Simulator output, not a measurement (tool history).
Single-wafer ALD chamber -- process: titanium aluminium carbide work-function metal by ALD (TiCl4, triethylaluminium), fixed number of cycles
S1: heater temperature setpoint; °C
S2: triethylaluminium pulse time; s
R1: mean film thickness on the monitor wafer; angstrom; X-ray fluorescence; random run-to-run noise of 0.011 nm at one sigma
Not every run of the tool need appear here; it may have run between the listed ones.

run 1 hour=0 | S1=325 S2=7.61 | R1=19.994
run 2 hour=7.9 | S1=325 S2=8.5 | R1=20.316
run 3 hour=10.5 | S1=328 S2=8.68 | R1=20.745
run 4 hour=18.9 | S1=319 S2=8.68 | R1=19.97
run 5 hour=27.9 | S1=322 S2=8.87 | R1=20.07
run 6 hour=36.6 | S1=322 S2=7.15 | R1=19.208

For run 7, what comes out?
run 7 hour=45 | S1=322 S2=7.15 | R1=?

{"run 7": {"R1": 19.599}}

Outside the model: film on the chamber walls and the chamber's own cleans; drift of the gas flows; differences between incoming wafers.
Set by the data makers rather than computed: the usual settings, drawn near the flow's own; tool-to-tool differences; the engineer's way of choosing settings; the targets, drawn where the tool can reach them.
